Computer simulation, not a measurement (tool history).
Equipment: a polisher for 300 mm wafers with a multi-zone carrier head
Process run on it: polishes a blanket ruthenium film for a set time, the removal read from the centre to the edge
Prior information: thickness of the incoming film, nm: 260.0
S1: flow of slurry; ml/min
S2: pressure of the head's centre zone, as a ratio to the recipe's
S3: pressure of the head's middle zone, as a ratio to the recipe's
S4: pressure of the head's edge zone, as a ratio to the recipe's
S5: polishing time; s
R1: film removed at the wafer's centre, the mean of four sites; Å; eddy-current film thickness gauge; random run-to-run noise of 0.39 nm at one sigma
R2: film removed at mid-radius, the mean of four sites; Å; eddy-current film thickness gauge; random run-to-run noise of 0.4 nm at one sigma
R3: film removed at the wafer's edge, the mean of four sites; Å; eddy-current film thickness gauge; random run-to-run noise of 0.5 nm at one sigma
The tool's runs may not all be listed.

{"run": 1, "hour": 0.0, "S1": 250, "S2": 1, "S3": 1, "S4": 1, "S5": 54, "R1": 441.66, "R2": 431.46, "R3": 425.94}
{"run": 2, "hour": 2.0, "S1": 250, "S2": 1, "S3": 1.05, "S4": 1, "S5": 54, "R1": 442.18, "R2": 437.81, "R3": 424.15}
{"run": 3, "hour": 6.5, "S1": 250, "S2": 1, "S3": 1.05, "S4": 1, "S5": 42, "R1": 346.8, "R2": 340.71, "R3": 337.74}
{"run": 4, "hour": 11.5, "S1": 250, "S2": 1, "S3": 1.05, "S4": 1, "S5": 54, "R1": 442.52, "R2": 440.95, "R3": 428.43}
{"run": 5, "hour": 17.9, "S1": 270, "S2": 0.99, "S3": 1.09, "S4": 1, "S5": 55, "R1": 448.57, "R2": 466.33, "R3": 434.67}
{"run": 6, "hour": 25.6, "S1": 285, "S2": 0.99, "S3": 1.12, "S4": 1.03, "S5": 56, "R1": 453.72, "R2": 489.36, "R3": 445.14}
{"run": 7, "hour": 30.5, "S1": 290, "S2": 0.99, "S3": 1.13, "S4": 1.06, "S5": 57, "R1": 467.64, "R2": 492.74, "R3": 455.45}

Predict the results of run 8:
{"run": 8, "hour": 38.4, "S1": 295, "S2": 0.98, "S3": 1.14, "S4": 1.07, "S5": 58, "R1": "?", "R2": "?", "R3": "?"}

{"run 8": {"R1": 484.27, "R2": 516.87, "R3": 479.3}}
